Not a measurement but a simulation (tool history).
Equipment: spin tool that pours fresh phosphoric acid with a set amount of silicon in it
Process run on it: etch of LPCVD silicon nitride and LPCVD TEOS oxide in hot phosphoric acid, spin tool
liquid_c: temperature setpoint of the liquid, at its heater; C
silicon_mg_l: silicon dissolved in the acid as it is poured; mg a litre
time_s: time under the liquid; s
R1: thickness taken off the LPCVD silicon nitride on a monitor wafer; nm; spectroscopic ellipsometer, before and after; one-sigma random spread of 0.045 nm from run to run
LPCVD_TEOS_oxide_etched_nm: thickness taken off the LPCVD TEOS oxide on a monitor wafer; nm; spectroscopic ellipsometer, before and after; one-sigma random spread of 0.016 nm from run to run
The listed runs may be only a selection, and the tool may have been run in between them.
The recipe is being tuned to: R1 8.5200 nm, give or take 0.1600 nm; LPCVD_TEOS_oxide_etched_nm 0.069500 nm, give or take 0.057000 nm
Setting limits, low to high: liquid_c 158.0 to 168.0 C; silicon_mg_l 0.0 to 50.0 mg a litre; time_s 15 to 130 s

Run 1, day 0.000: liquid_c 163.0 C, silicon_mg_l 26.0 mg a litre, time_s 65 s. Result: R1 6.0817 nm, LPCVD_TEOS_oxide_etched_nm 0.094260 nm.
Run 2, day 0.246: liquid_c 164.5 C, silicon_mg_l 32.5 mg a litre, time_s 70 s. Result: R1 6.9013 nm, LPCVD_TEOS_oxide_etched_nm 0.067904 nm.
Run 3, day 0.562: liquid_c 166.0 C, silicon_mg_l 32.5 mg a litre, time_s 70 s. Result: R1 7.2560 nm, LPCVD_TEOS_oxide_etched_nm 0.148310 nm.
Run 4, day 0.771: liquid_c 166.0 C, silicon_mg_l 22.5 mg a litre, time_s 70 s. Result: R1 7.3163 nm, LPCVD_TEOS_oxide_etched_nm 0.228160 nm.
Run 5, day 0.842: liquid_c 166.0 C, silicon_mg_l 22.5 mg a litre, time_s 90 s. Result: R1 9.2493 nm, LPCVD_TEOS_oxide_etched_nm 0.325560 nm.
Run 6, day 1.125: liquid_c 164.0 C, silicon_mg_l 22.5 mg a litre, time_s 90 s. Result: R1 8.6477 nm, LPCVD_TEOS_oxide_etched_nm 0.154670 nm.
Run 7, day 1.483: liquid_c 164.0 C, silicon_mg_l 26.0 mg a litre, time_s 90 s. Result: R1 8.7462 nm, LPCVD_TEOS_oxide_etched_nm 0.148960 nm.
Run 8, day 1.533: liquid_c 163.5 C, silicon_mg_l 29.0 mg a litre, time_s 90 s. Result: R1 8.6417 nm, LPCVD_TEOS_oxide_etched_nm 0.212950 nm.
Run 9, day 1.721: liquid_c 163.5 C, silicon_mg_l 29.0 mg a litre, time_s 90 s. Result: R1 8.5834 nm, LPCVD_TEOS_oxide_etched_nm 0.203100 nm.

Which of these 4 next moves meets every target?
Run A, day 1.908: liquid_c 161.5 C, silicon_mg_l 14.5 mg a litre, time_s 100 s. Result: R1 ?, LPCVD_TEOS_oxide_etched_nm ?.
Run B, day 1.908: liquid_c 160.0 C, silicon_mg_l 50.0 mg a litre, time_s 105 s. Result: R1 ?, LPCVD_TEOS_oxide_etched_nm ?.
Run C, day 1.908: liquid_c 162.0 C, silicon_mg_l 50.0 mg a litre, time_s 90 s. Result: R1 ?, LPCVD_TEOS_oxide_etched_nm ?.
Run D, day 1.908: liquid_c 161.5 C, silicon_mg_l 47.0 mg a litre, time_s 95 s. Result: R1 ?, LPCVD_TEOS_oxide_etched_nm ?.

move      R1  LPCVD_TEOS_oxide_etched_nm
   A  8.8683                    0.224190
   B  8.8558                    0.054370
   C  8.1155                    0.054010
   D  8.4249                    0.054954
A: misses by more than the last run did
B: the furthest-off result lands on target, but another misses its tolerance
C: the furthest-off result lands on target, but another misses its tolerance
D: each result inside its tolerance
Go with D: it meets all targets.
